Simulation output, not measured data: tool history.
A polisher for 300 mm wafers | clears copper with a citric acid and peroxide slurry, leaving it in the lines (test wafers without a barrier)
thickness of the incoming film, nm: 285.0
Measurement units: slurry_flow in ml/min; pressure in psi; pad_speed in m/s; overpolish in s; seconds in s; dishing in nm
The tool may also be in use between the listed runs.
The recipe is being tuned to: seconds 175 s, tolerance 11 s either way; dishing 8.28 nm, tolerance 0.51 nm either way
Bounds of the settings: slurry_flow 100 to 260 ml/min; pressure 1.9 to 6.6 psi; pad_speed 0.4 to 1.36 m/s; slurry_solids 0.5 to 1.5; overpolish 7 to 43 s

run  hour  slurry_flow  pressure  pad_speed  slurry_solids  overpolish  seconds  dishing
  1     0          165       4.2       0.88              1          22   87.578   44.694
  2   2.4          165       3.4       0.88              1          22   103.78    37.66
  3   9.3          160       3.1       0.82              1          19   120.29   30.348
  4    10          160       3.1       0.82            0.8          19   129.35   28.675
  5  16.1          160       2.6       0.82            0.8          19   151.45   26.251
  6  20.3          160       2.6       0.66            0.8          19   178.35   20.798
  7  28.6          175       2.5        0.6           0.95          17    194.3   17.679
  8  29.9          190       2.6       0.56           1.05          15   187.99   15.295
  9  32.2          205       2.6       0.52           1.15          13   206.42   13.206
 10  37.1          215       2.7        0.5            1.2          12   196.37   12.454
 11  38.6          260       2.6        0.4           1.45           7   236.68    6.181
 12  40.1          260       2.8        0.4           1.45           7   219.27   6.4059
 13  43.6          255         3        0.4           1.45           7   208.95   7.1654
 14  52.2          255       3.1        0.4           1.45           7   211.78   6.8721

Which one of the following 4 next-run settings gets every result inside its allowed miss? There is exactly one.
  A  60.8          225       3.4        0.5            1.5           7        ?        ?
  B  60.8          240       4.1       0.44            1.4           7        ?        ?
  C  60.8          260       3.3       0.54            1.4           7        ?        ?
  D  60.8          260       2.4       0.56            1.5           7        ?        ?

move  seconds  dishing
   A   157.19   9.4329
   B   155.18   9.5694
   C   150.44   9.8388
   D   180.22   8.2337
A: takes the biggest miss from the last run beyond its target
B: takes the biggest miss from the last run beyond its target
C: takes the biggest miss from the last run beyond its target
D: all results land within tolerance of their targets
D meets every target.

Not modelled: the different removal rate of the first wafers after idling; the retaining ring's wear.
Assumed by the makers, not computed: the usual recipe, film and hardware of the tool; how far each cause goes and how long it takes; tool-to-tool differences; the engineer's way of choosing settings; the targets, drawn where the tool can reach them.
